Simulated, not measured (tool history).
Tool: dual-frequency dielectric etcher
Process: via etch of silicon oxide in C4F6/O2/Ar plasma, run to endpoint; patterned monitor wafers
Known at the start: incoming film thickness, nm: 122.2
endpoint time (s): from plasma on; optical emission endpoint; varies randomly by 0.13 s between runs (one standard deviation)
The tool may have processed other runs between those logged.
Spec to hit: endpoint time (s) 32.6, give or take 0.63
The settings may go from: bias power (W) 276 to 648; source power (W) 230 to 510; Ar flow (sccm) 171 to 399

run 1 hour=0 | bias_power_(W)=462 source_power_(W)=370 Ar_flow_(sccm)=285 | endpoint_time_(s)=28.827
run 2 hour=4.8 | bias_power_(W)=462 source_power_(W)=430 Ar_flow_(sccm)=285 | endpoint_time_(s)=26.897
run 3 hour=8.2 | bias_power_(W)=513 source_power_(W)=430 Ar_flow_(sccm)=285 | endpoint_time_(s)=26.016
run 4 hour=15.6 | bias_power_(W)=587 source_power_(W)=430 Ar_flow_(sccm)=285 | endpoint_time_(s)=24.841
run 5 hour=18.1 | bias_power_(W)=544 source_power_(W)=410 Ar_flow_(sccm)=288 | endpoint_time_(s)=26.311
run 6 hour=24.7 | bias_power_(W)=544 source_power_(W)=410 Ar_flow_(sccm)=257 | endpoint_time_(s)=25.736
run 7 hour=29.1 | bias_power_(W)=544 source_power_(W)=410 Ar_flow_(sccm)=257 | endpoint_time_(s)=25.608
run 8 hour=29.9 | bias_power_(W)=508 source_power_(W)=390 Ar_flow_(sccm)=260 | endpoint_time_(s)=27.066
run 9 hour=37.2 | bias_power_(W)=476 source_power_(W)=380 Ar_flow_(sccm)=262 | endpoint_time_(s)=28.033
run 10 hour=43.9 | bias_power_(W)=448 source_power_(W)=370 Ar_flow_(sccm)=263 | endpoint_time_(s)=28.756
run 11 hour=50.3 | bias_power_(W)=425 source_power_(W)=360 Ar_flow_(sccm)=264 | endpoint_time_(s)=30.089
run 12 hour=56.2 | bias_power_(W)=410 source_power_(W)=360 Ar_flow_(sccm)=264 | endpoint_time_(s)=30.318
run 13 hour=62 | bias_power_(W)=397 source_power_(W)=360 Ar_flow_(sccm)=264 | endpoint_time_(s)=30.624
run 14 hour=69.4 | bias_power_(W)=397 source_power_(W)=360 Ar_flow_(sccm)=264 | endpoint_time_(s)=30.771
run 15 hour=74.2 | bias_power_(W)=397 source_power_(W)=360 Ar_flow_(sccm)=264 | endpoint_time_(s)=30.573
run 16 hour=82.7 | bias_power_(W)=385 source_power_(W)=360 Ar_flow_(sccm)=264 | endpoint_time_(s)=30.977
run 17 hour=90.8 | bias_power_(W)=376 source_power_(W)=360 Ar_flow_(sccm)=264 | endpoint_time_(s)=31.028
run 18 hour=99.6 | bias_power_(W)=367 source_power_(W)=360 Ar_flow_(sccm)=264 | endpoint_time_(s)=31.358
run 19 hour=105.2 | bias_power_(W)=360 source_power_(W)=360 Ar_flow_(sccm)=264 | endpoint_time_(s)=31.43
run 20 hour=107.1 | bias_power_(W)=353 source_power_(W)=360 Ar_flow_(sccm)=264 | endpoint_time_(s)=31.824
run 21 hour=109.4 | bias_power_(W)=353 source_power_(W)=360 Ar_flow_(sccm)=264 | endpoint_time_(s)=31.743
run 22 hour=118.2 | bias_power_(W)=348 source_power_(W)=360 Ar_flow_(sccm)=264 | endpoint_time_(s)=31.602

Below are 5 possible settings for the next run. Only one of them brings all results inside the allowed miss of their targets. Which is it?
run A hour=127 | bias_power_(W)=334 source_power_(W)=390 Ar_flow_(sccm)=269 | endpoint_time_(s)=?
run B hour=127 | bias_power_(W)=363 source_power_(W)=360 Ar_flow_(sccm)=249 | endpoint_time_(s)=?
run C hour=127 | bias_power_(W)=334 source_power_(W)=370 Ar_flow_(sccm)=209 | endpoint_time_(s)=?
run D hour=127 | bias_power_(W)=353 source_power_(W)=400 Ar_flow_(sccm)=261 | endpoint_time_(s)=?
run E hour=127 | bias_power_(W)=334 source_power_(W)=360 Ar_flow_(sccm)=293 | endpoint_time_(s)=?

move=A endpoint_time_(s)=31.047
move=B endpoint_time_(s)=31.101
move=C endpoint_time_(s)=30.806
move=D endpoint_time_(s)=30.032
move=E endpoint_time_(s)=32.608
A: further off than the last run
B: further off than the last run
C: further off than the last run
D: further off than the last run
E: meets every target
Move E is the one to make.

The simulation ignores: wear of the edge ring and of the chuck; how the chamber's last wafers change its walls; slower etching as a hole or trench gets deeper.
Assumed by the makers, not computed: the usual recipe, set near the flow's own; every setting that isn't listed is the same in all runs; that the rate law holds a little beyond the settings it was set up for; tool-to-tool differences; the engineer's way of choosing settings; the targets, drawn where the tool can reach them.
